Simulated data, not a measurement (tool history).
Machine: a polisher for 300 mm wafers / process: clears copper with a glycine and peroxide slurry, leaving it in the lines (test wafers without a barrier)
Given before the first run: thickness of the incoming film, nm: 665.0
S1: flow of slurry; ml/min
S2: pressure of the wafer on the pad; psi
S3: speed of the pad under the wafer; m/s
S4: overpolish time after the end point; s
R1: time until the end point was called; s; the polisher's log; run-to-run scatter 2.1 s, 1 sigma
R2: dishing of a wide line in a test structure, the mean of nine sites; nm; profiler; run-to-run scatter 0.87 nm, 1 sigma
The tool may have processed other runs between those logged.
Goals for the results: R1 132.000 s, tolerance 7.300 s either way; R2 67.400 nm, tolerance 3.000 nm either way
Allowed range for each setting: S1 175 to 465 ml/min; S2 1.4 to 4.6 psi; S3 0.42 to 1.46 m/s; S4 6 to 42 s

| run | hour | S1 | S2 | S3 | S4 | R1 | R2 |
|---|---|---|---|---|---|---|---|
| 1 | 0.0 | 295 | 3.0 | 0.94 | 21 | 90.852 | 76.340 |
| 2 | 6.0 | 295 | 2.8 | 0.92 | 22 | 98.263 | 76.991 |
| 3 | 6.9 | 260 | 2.8 | 0.92 | 22 | 99.078 | 73.695 |
| 4 | 7.4 | 260 | 2.2 | 0.92 | 22 | 117.110 | 68.984 |
| 5 | 10.0 | 260 | 2.2 | 1.06 | 22 | 105.120 | 71.707 |
| 6 | 12.4 | 260 | 2.2 | 1.06 | 14 | 105.670 | 51.976 |
| 7 | 19.9 | 260 | 2.1 | 1.04 | 16 | 109.370 | 55.516 |
| 8 | 25.7 | 260 | 2.0 | 1.02 | 18 | 115.620 | 59.285 |
| 9 | 30.0 | 260 | 2.0 | 1.02 | 18 | 115.610 | 58.726 |

Pick the move, out of 5, that brings all results within their allowed miss; only one does.
| A | 34.3 | 320 | 1.4 | 1.00 | 31 | ? | ? |
| B | 34.3 | 250 | 2.3 | 1.12 | 15 | ? | ? |
| C | 34.3 | 175 | 3.2 | 0.90 | 13 | ? | ? |
| D | 34.3 | 320 | 1.6 | 0.92 | 17 | ? | ? |
| E | 34.3 | 235 | 1.6 | 1.02 | 26 | ? | ? |

| move | R1 | R2 |
|---|---|---|
| A | 139.220 | 73.555 |
| B | 98.101 | 57.110 |
| C | 99.101 | 51.552 |
| D | 138.150 | 48.422 |
| E | 132.060 | 68.005 |
A: carries the result that was furthest off beyond its target, to the other side
B: further off than the last run
C: further off than the last run
D: further off than the last run
E: each result inside its tolerance
Go with E: it meets all targets.
